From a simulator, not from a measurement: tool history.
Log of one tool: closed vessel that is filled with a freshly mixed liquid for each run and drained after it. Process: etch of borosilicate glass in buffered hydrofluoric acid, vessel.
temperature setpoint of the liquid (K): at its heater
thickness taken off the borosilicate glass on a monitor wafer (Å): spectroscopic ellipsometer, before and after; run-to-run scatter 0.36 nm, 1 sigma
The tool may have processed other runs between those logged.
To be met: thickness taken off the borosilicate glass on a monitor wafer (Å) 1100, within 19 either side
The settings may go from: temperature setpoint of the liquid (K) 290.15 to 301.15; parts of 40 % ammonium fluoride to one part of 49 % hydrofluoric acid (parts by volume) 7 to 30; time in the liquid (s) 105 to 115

run  hour  temperature setpoint of the liquid (K)  parts of 40 % ammonium fluoride to one part of 49 % hydrofluoric acid (parts by volume)  time in the liquid (s)  thickness taken off the borosilicate glass on a monitor wafer (Å)
  1     0                                  293.15                                                                                       19                     105                                                              656.3
  2   2.4                                  294.65                                                                                     18.5                     105                                                             727.97
  3   7.8                                  294.65                                                                                     18.5                     105                                                             727.01
  4   9.1                                  294.65                                                                                     18.5                     115                                                             797.31
  5    15                                  295.65                                                                                     18.5                     115                                                             839.85
  6  20.1                                  295.65                                                                                       23                     115                                                             686.73
     26.5  -- hydrofluoric acid flow meter replaced
  7  26.5                                  296.65                                                                                       22                     115                                                              709.7
  8  32.6                                  297.15                                                                                       21                     115                                                              747.8
  9  38.2                                  297.65                                                                                       20                     115                                                             796.57
 10  40.8                                  301.15                                                                                       16                     115                                                             1199.8
 11  43.7                                  300.65                                                                                       16                     115                                                             1166.8
 12  45.8                                  300.65                                                                                       16                     115                                                               1162

Exercise: of the 5 proposed moves below, exactly one satisfies all targets within the stated allowed misses. Which move is it?
  A  47.9                                  301.15                                                                                     14.5                     110                                                                  ?
  B  47.9                                  301.15                                                                                       16                     105                                                                  ?
  C  47.9                                  301.15                                                                                       16                     115                                                                  ?
  D  47.9                                  300.65                                                                                       15                     105                                                                  ?
  E  47.9                                  299.15                                                                                     12.5                     105                                                                  ?

move  thickness taken off the borosilicate glass on a monitor wafer (Å)
   A                                                             1263.7
   B                                                             1094.5
   C                                                             1198.7
   D                                                             1136.3
   E                                                               1257
A: moves away from the targets compared with the last run
B: all results in spec
C: moves away from the targets compared with the last run
D: an improvement on the last run, though not all results are within tolerance
E: moves away from the targets compared with the last run
B is the move that brings every result within its allowed miss.

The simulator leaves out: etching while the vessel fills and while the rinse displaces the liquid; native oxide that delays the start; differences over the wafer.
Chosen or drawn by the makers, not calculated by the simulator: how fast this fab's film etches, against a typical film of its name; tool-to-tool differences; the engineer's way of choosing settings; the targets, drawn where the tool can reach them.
